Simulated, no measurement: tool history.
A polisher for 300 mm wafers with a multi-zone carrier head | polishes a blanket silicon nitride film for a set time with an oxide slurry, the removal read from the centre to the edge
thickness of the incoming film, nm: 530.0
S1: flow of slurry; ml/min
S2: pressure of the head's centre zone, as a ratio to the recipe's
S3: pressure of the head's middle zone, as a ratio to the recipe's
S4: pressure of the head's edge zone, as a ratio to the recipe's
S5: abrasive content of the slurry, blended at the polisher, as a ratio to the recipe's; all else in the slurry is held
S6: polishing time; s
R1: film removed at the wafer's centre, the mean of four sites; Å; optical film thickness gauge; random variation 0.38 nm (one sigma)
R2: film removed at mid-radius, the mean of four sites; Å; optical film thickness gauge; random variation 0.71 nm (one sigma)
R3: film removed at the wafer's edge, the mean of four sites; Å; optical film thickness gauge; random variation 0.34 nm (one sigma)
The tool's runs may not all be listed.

run  hour   S1    S2    S3    S4    S5  S6      R1      R2      R3
  1     0  130     1     1     1     1  64   419.4   447.2  415.45
  2   8.2  145     1  1.04  1.03     1  64  443.01  479.87  432.75
  3  15.1  145     1  1.04  1.03     1  54   367.6  398.53  367.57
  4    18  150  0.99  1.07  1.05   1.1  54   381.1  428.27  382.44
  5  22.8  150  0.99  1.07  1.05   1.1  45  322.44  354.96  318.87
  6  28.1  155  0.98  1.09  1.08   1.2  48   347.4  393.84  357.24
  7  33.5  160  0.98  1.11  1.08  1.25  51  380.71  447.01  388.52
  8  40.9  165  0.98  1.12   1.1   1.3  52  397.56  456.48     406
  9  43.8  165  0.97  1.13   1.1  1.35  54  407.46  487.45  423.67
 10  49.1  170  0.97  1.14  1.11   1.4  55  429.13  523.71  442.86
 11  52.8  175  0.97  1.15  1.12   1.4  56  438.48  516.18  458.31

The next listed run, before its measurement:
 12  54.1  175  0.97  1.16  1.12  1.4  57   ?   ?   ?

R1: 444.29 Å
R2: 528.53 Å
R3: 470.03 Å
